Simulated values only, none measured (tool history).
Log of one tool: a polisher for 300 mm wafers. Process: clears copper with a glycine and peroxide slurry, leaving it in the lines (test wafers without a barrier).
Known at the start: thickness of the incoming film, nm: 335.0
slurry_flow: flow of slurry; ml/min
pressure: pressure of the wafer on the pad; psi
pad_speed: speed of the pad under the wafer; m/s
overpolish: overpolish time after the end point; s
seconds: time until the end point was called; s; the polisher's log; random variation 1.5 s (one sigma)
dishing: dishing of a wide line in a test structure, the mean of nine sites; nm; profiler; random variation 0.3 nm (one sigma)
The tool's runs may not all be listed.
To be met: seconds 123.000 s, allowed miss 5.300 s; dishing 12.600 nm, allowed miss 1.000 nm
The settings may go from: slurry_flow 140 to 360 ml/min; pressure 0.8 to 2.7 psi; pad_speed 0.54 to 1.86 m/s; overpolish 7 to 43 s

Run 1, hour 0.0: slurry_flow 230 ml/min, pressure 1.7 psi, pad_speed 1.18 m/s, overpolish 22 s. Result: seconds 69.896 s, dishing 58.076 nm.
Run 2, hour 6.5: slurry_flow 200 ml/min, pressure 1.4 psi, pad_speed 1.08 m/s, overpolish 17 s. Result: seconds 87.797 s, dishing 36.758 nm.
Run 3, hour 7.7: slurry_flow 180 ml/min, pressure 1.2 psi, pad_speed 1.04 m/s, overpolish 14 s. Result: seconds 98.863 s, dishing 29.661 nm.
Run 4, hour 13.2: slurry_flow 180 ml/min, pressure 0.9 psi, pad_speed 1.04 m/s, overpolish 14 s. Result: seconds 112.920 s, dishing 25.602 nm.
Run 5, hour 16.7: slurry_flow 180 ml/min, pressure 0.9 psi, pad_speed 0.90 m/s, overpolish 14 s. Result: seconds 126.880 s, dishing 23.440 nm.
Run 6, hour 21.0: slurry_flow 165 ml/min, pressure 0.9 psi, pad_speed 0.90 m/s, overpolish 12 s. Result: seconds 128.760 s, dishing 20.353 nm.
Run 7, hour 24.7: slurry_flow 155 ml/min, pressure 0.9 psi, pad_speed 0.88 m/s, overpolish 10 s. Result: seconds 130.240 s, dishing 16.331 nm.
Run 8, hour 25.5: slurry_flow 140 ml/min, pressure 1.2 psi, pad_speed 0.72 m/s, overpolish 7 s. Result: seconds 129.640 s, dishing 12.066 nm.
Run 9, hour 27.1: slurry_flow 150 ml/min, pressure 1.3 psi, pad_speed 0.72 m/s, overpolish 8 s. Result: seconds 121.520 s, dishing 14.768 nm.
Run 10, hour 35.9: slurry_flow 145 ml/min, pressure 1.4 psi, pad_speed 0.66 m/s, overpolish 8 s. Result: seconds 122.310 s, dishing 13.510 nm.

4 next moves are on the table. One of them brings every result within its allowed miss. Which?
Run A, hour 44.7: slurry_flow 140 ml/min, pressure 1.7 psi, pad_speed 0.54 m/s, overpolish 9 s. Result: seconds ?, dishing ?.
Run B, hour 44.7: slurry_flow 150 ml/min, pressure 1.3 psi, pad_speed 0.68 m/s, overpolish 9 s. Result: seconds ?, dishing ?.
Run C, hour 44.7: slurry_flow 145 ml/min, pressure 1.5 psi, pad_speed 0.66 m/s, overpolish 7 s. Result: seconds ?, dishing ?.
Run D, hour 44.7: slurry_flow 150 ml/min, pressure 1.7 psi, pad_speed 0.66 m/s, overpolish 7 s. Result: seconds ?, dishing ?.

move  seconds  dishing
   A  128.070   15.067
   B  126.880   15.124
   C  120.420   12.512
   D  111.940   13.433
A: further off than the last run
B: further off than the last run
C: meets every target
D: brings the result that was furthest off to its target, and leaves another outside
Move C is the one to make.
